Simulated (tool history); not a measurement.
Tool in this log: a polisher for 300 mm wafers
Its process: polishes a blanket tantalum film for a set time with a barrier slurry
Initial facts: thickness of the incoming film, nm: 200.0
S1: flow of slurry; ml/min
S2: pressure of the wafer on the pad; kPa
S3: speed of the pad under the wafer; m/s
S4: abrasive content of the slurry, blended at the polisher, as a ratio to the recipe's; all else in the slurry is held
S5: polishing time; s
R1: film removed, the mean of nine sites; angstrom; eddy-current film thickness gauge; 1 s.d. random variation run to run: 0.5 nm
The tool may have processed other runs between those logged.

run 1 day=0 | S1=190 S2=9 S3=0.98 S4=1 S5=93 | R1=900.21
run 2 day=0.225 | S1=190 S2=8.3 S3=0.96 S4=1 S5=93 | R1=816.49
run 3 day=0.408 | S1=190 S2=8.3 S3=0.96 S4=0.85 S5=93 | R1=799.64
run 4 day=0.508 | S1=190 S2=7.6 S3=0.96 S4=0.85 S5=93 | R1=725.49
run 5 day=0.762 | S1=190 S2=6.9 S3=0.96 S4=0.85 S5=93 | R1=648.92
run 6 day=1.108 | S1=190 S2=6.2 S3=0.96 S4=0.85 S5=93 | R1=601.34
run 7 day=1.417 | S1=185 S2=5.5 S3=0.96 S4=0.85 S5=93 | R1=533.41

Forecast run 8:
run 8 day=1.558 | S1=180 S2=5.5 S3=0.96 S4=0.85 S5=93 | R1=?

{"run 8": {"R1": 531.54}}
